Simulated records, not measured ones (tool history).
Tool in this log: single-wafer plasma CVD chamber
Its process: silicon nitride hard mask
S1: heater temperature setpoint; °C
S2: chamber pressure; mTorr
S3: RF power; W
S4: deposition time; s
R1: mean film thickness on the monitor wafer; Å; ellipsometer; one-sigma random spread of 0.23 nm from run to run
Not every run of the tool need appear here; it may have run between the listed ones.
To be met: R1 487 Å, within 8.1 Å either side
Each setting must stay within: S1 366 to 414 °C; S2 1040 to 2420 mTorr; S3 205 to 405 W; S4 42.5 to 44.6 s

Run 1, hour 0: S1 390 °C, S2 1730 mTorr, S3 305 W, S4 44.6 s. Result: R1 532.99 Å.
Run 2, hour 5.8: S1 390 °C, S2 1730 mTorr, S3 335 W, S4 44.6 s. Result: R1 567.01 Å.
Run 3, hour 12.5: S1 390 °C, S2 1610 mTorr, S3 330 W, S4 44.6 s. Result: R1 551.44 Å.
Run 4, hour 18.2: S1 390 °C, S2 1520 mTorr, S3 325 W, S4 44.6 s. Result: R1 541.56 Å.
Run 5, hour 26.3: S1 390 °C, S2 1770 mTorr, S3 325 W, S4 44.6 s. Result: R1 555.69 Å.
Run 6, hour 33.5: S1 390 °C, S2 1680 mTorr, S3 315 W, S4 44.5 s. Result: R1 541.18 Å.
Run 7, hour 37.7: S1 390 °C, S2 1590 mTorr, S3 310 W, S4 44.5 s. Result: R1 525.42 Å.
Run 8, hour 44.2: S1 390 °C, S2 1510 mTorr, S3 310 W, S4 44.5 s. Result: R1 525.42 Å.
Run 9, hour 46.9: S1 390 °C, S2 1200 mTorr, S3 285 W, S4 44.3 s. Result: R1 473.69 Å.
Run 10, hour 54.3: S1 390 °C, S2 1230 mTorr, S3 285 W, S4 44.3 s. Result: R1 471.39 Å.
Run 11, hour 61.2: S1 390 °C, S2 1260 mTorr, S3 285 W, S4 44.3 s. Result: R1 475.82 Å.

Which of these 4 next moves meets every target?
Run A, hour 68.1: S1 384 °C, S2 1490 mTorr, S3 265 W, S4 43.7 s. Result: R1 ?.
Run B, hour 68.1: S1 397 °C, S2 1180 mTorr, S3 295 W, S4 44.6 s. Result: R1 ?.
Run C, hour 68.1: S1 390 °C, S2 1160 mTorr, S3 270 W, S4 44.6 s. Result: R1 ?.
Run D, hour 68.1: S1 387 °C, S2 1040 mTorr, S3 285 W, S4 43.4 s. Result: R1 ?.

move      R1
   A  469.41
   B  485.68
   C  459.97
   D  453.66
A: lands further from the targets than the last run did
B: each result inside its tolerance
C: lands further from the targets than the last run did
D: lands further from the targets than the last run did
B meets every target.

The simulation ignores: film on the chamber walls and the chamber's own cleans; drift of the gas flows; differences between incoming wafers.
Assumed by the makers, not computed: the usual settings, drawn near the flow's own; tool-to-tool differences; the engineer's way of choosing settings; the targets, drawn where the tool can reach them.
